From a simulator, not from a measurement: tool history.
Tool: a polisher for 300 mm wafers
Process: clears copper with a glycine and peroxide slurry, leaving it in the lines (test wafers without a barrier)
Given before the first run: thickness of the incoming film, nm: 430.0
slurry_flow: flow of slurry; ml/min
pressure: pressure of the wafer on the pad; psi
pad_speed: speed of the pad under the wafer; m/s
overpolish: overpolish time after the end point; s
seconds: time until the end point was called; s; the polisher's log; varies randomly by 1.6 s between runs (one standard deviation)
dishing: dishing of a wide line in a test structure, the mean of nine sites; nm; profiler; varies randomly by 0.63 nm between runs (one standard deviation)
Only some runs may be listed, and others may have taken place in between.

run 1 hour=0 | slurry_flow=285 pressure=2.3 pad_speed=1.02 overpolish=26 | seconds=83.319 dishing=62.547
run 2 hour=8.7 | slurry_flow=285 pressure=2.1 pad_speed=1.02 overpolish=24 | seconds=91.664 dishing=58.689
run 3 hour=14.7 | slurry_flow=285 pressure=2.1 pad_speed=1.02 overpolish=31 | seconds=89.475 dishing=64.588
run 4 hour=21.4 | slurry_flow=285 pressure=1.9 pad_speed=1.02 overpolish=27 | seconds=96.214 dishing=59.919
run 5 hour=30.1 | slurry_flow=285 pressure=1.8 pad_speed=1.02 overpolish=24 | seconds=101.32 dishing=54.43
run 6 hour=30.8 | slurry_flow=285 pressure=1.8 pad_speed=1.02 overpolish=33 | seconds=102.13 dishing=63.526

Run 7 has not been measured yet. What should we expect?
-- hour=32.3 slurry nozzle cleaned
run 7 hour=32.3 | slurry_flow=285 pressure=1.7 pad_speed=1.04 overpolish=29 | seconds=? dishing=?

{"run 7": {"seconds": 100.23, "dishing": 60.688}}
